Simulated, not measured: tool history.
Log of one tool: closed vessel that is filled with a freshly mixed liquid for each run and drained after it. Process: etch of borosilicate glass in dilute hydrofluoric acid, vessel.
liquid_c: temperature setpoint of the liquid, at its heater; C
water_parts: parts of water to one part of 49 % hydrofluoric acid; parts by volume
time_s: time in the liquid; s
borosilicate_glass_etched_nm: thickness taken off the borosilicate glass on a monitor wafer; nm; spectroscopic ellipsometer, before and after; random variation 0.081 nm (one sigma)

run  hour  liquid_c  water_parts  time_s  borosilicate_glass_etched_nm
  1     0        25          255     190                        17.288
  2   6.8        25          205     190                        22.716
  3  10.9      23.5          220     190                        19.915
  4  19.9      22.5          230     190                        18.101
  5  22.3      21.5          240     190                        16.499
  6  24.4      20.5          245     190                        15.499

Forecast run 7:
  7  25.2        20          250     190                             ?

Run 7 gave borosilicate_glass_etched_nm 14.761 nm.
